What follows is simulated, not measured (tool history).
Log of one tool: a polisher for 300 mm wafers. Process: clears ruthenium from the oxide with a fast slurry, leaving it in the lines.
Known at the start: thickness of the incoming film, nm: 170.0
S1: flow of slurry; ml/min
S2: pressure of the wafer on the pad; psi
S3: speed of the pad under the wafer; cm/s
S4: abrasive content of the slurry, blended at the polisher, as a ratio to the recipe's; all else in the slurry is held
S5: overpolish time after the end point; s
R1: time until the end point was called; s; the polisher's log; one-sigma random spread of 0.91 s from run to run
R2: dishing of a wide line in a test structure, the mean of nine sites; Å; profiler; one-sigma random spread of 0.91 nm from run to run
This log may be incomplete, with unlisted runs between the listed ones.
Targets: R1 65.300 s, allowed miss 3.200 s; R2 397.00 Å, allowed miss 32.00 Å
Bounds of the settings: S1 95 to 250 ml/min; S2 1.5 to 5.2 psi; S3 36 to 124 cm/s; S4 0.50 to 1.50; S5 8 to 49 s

run	hour	S1	S2	S3	S4	S5	R1	R2
1	0.0	160	3.3	80	1.00	25	47.739	540.81
2	4.2	160	3.1	80	1.00	24	49.593	504.07
3	6.2	160	3.1	80	1.00	14	50.042	338.43
4	13.8	160	3.6	80	1.00	14	42.314	368.71
5	20.4	160	3.3	80	1.00	16	47.567	387.47
6	24.1	160	4.1	80	1.00	16	37.438	462.82
7	25.5	160	4.1	80	1.00	16	37.783	436.26
8	30.9	160	3.7	80	1.00	17	41.412	434.79
9	31.5	160	3.4	80	1.00	18	46.270	433.75
10	39.9	160	3.2	80	1.00	19	49.017	409.50
11	42.6	160	3.0	80	1.00	20	50.076	419.39
12	50.2	160	2.8	80	1.00	21	56.027	433.11
13	56.6	160	2.7	80	1.00	21	57.745	411.67

Exactly one of the 5 candidate moves below puts every result within its allowed miss. Which one?
A	63.0	160	3.5	80	0.90	16	?	?
B	63.0	145	3.0	64	0.90	23	?	?
C	63.0	195	2.5	90	0.95	22	?	?
D	63.0	115	2.3	74	1.00	24	?	?
E	63.0	170	2.5	106	1.25	17	?	?

move	R1	R2
A	47.615	374.50
B	64.026	394.39
C	57.497	413.80
D	73.277	367.04
E	44.838	410.95
A: further off than the last run
B: in spec on every target
C: neither nearer nor further off than the last run
D: the result that was furthest off in the last run now lies on the other side of its target
E: further off than the last run
So the answer is move B, the one that meets all the targets.
